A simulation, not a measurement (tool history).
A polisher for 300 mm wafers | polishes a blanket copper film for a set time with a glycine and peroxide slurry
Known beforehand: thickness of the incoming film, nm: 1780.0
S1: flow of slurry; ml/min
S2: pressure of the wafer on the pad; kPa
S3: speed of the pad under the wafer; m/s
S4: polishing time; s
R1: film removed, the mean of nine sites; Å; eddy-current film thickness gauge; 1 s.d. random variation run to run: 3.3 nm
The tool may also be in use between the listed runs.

Run 1, day 0.000: S1 310 ml/min, S2 18.6 kPa, S3 1.16 m/s, S4 54 s. Result: R1 3672.0 Å.
Run 2, day 0.342: S1 310 ml/min, S2 18.6 kPa, S3 1.16 m/s, S4 54 s. Result: R1 3588.5 Å.
Run 3, day 0.442: S1 355 ml/min, S2 18.6 kPa, S3 1.16 m/s, S4 54 s. Result: R1 3607.3 Å.
Run 4, day 0.696: S1 355 ml/min, S2 17.2 kPa, S3 1.16 m/s, S4 54 s. Result: R1 3500.8 Å.
Run 5, day 0.821: S1 355 ml/min, S2 15.9 kPa, S3 1.14 m/s, S4 54 s. Result: R1 3081.3 Å.
Run 6, day 1.042: S1 355 ml/min, S2 19.3 kPa, S3 1.14 m/s, S4 54 s. Result: R1 3685.7 Å.

Run 7 has not been measured yet. What should we expect?
Run 7, day 1.221: S1 355 ml/min, S2 14.5 kPa, S3 1.10 m/s, S4 54 s. Result: R1 ?.

R1: 2967.7 Å
